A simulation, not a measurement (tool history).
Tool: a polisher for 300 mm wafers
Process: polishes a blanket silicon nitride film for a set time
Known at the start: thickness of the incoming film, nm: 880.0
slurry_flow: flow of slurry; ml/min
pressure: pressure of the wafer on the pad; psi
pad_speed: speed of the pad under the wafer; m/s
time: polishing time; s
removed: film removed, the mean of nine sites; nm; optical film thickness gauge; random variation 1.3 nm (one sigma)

| run | day | slurry_flow | pressure | pad_speed | time | removed |
|---|---|---|---|---|---|---|
| 1 | 0.000 | 245 | 2.4 | 1.28 | 36 | 62.929 |
| 2 | 0.050 | 195 | 2.4 | 1.28 | 36 | 62.104 |
| 3 | 0.238 | 195 | 2.4 | 1.28 | 32 | 54.903 |
| 4 | 0.508 | 195 | 2.4 | 1.28 | 36 | 61.957 |
| 5 | 0.692 | 195 | 2.4 | 0.98 | 36 | 50.452 |
| 6 | 0.892 | 195 | 2.7 | 1.00 | 36 | 56.621 |

The next listed run, before its measurement:
|  | 0.946 | head pressure recalibrated |
| 7 | 0.946 | 195 | 2.9 | 1.02 | 36 | ? |

{"run 7": {"removed": 57.784}}

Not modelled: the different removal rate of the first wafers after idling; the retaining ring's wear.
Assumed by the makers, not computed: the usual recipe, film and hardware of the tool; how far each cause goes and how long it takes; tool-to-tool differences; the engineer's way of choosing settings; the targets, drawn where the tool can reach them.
